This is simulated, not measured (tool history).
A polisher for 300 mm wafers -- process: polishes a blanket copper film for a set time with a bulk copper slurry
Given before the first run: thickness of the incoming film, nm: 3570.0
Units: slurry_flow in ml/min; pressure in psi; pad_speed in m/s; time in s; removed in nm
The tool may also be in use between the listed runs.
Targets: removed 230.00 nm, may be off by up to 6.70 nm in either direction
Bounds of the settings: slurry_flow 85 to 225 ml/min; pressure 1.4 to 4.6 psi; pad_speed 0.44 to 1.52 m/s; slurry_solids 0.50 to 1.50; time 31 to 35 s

run,hour,slurry_flow,pressure,pad_speed,slurry_solids,time,removed
1,0.0,145,3.0,0.98,1.00,35,371.09
2,8.5,130,3.0,0.98,1.00,35,357.91
3,13.4,125,2.9,0.98,1.00,35,348.43
4,18.5,125,2.8,0.98,1.00,35,332.64
5,25.0,125,2.7,0.98,1.00,35,325.47
6,30.0,95,2.7,0.98,1.00,35,302.35
7,37.4,95,2.6,0.98,1.00,35,288.60
8,45.4,95,2.5,0.98,1.00,35,279.24
9,52.4,95,2.4,0.98,1.00,35,268.27
10,55.3,90,2.2,0.98,1.00,35,244.09

4 next moves are on the table. One of them brings every result within its allowed miss. Which?
A,58.2,85,2.0,1.14,1.25,31,?
B,58.2,85,2.6,0.94,1.10,35,?
C,58.2,85,2.1,1.04,1.05,35,?
D,58.2,90,2.3,0.98,1.10,34,?

move,removed
A,230.10
B,276.24
C,242.04
D,251.78
A: every result lands within tolerance
B: further off than the last run
C: nearer than the last run, and not there yet
D: further off than the last run
Move A is the one to make.
